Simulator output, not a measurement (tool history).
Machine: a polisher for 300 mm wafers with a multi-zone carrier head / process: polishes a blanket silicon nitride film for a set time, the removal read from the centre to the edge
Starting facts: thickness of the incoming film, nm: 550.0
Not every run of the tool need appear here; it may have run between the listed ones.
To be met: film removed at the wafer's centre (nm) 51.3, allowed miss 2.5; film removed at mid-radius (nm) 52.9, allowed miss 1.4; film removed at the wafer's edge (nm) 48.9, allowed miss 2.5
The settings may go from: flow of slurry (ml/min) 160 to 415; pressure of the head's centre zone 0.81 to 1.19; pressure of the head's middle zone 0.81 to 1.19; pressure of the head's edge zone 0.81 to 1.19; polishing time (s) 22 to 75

run  hour  flow of slurry (ml/min)  pressure of the head's centre zone  pressure of the head's middle zone  pressure of the head's edge zone  polishing time (s)  film removed at the wafer's centre (nm)  film removed at mid-radius (nm)  film removed at the wafer's edge (nm)
  1     0                      265                                   1                                   1                                 1                  48                                   69.378                           65.658                                 65.566
  2   1.5                      265                                   1                                   1                                 1                  54                                   78.115                           73.781                                  72.93
  3  10.6                      265                                0.99                                   1                              0.98                  52                                   75.966                           71.566                                 68.337
  4  12.3                      260                                0.97                                0.99                              0.97                  51                                    70.73                           68.291                                  66.62
  5    20                      260                                0.96                                0.98                              0.95                  50                                   68.806                           66.141                                 66.073
  6    27                      205                                0.96                                0.98                              0.95                  50                                   66.327                           65.387                                 64.026
     28.3  -- centre zone pressure recalibrated
  7  28.3                      200                                0.96                                0.98                              0.94                  49                                   61.071                            64.07                                 61.773
  8  34.3                      200                                0.97                                0.98                              0.93                  48                                   61.232                            63.01                                  60.64
  9  37.2                      200                                0.98                                0.98                              0.92                  47                                   61.837                           61.361                                 58.651

Which of these 5 next moves meets every target?
  A  40.1                      210                                0.85                                0.88                              0.98                  42                                        ?                                ?                                      ?
  B  40.1                      160                                0.88                                0.85                              0.92                  46                                        ?                                ?                                      ?
  C  40.1                      230                                0.94                                0.86                              1.13                  41                                        ?                                ?                                      ?
  D  40.1                      160                                0.92                                0.96                              0.95                  44                                        ?                                ?                                      ?
  E  40.1                      315                                0.93                                0.93                              0.81                  40                                        ?                                ?                                      ?

move  film removed at the wafer's centre (nm)  film removed at mid-radius (nm)  film removed at the wafer's edge (nm)
   A                                   47.683                           51.091                                 54.089
   B                                   52.328                           53.056                                 56.276
   C                                   52.032                           49.507                                 57.059
   D                                   52.382                           55.195                                 54.574
   E                                   51.807                           52.444                                 48.533
A: moves the result that the last run missed by most past its target, out the other side
B: the worst result of the last run now meets its target, but another is out of spec
C: moves the result that the last run missed by most past its target, out the other side
D: gains on the last run, yet a result remains outside its allowed miss
E: every result within its allowed miss
The move that meets every target is E.
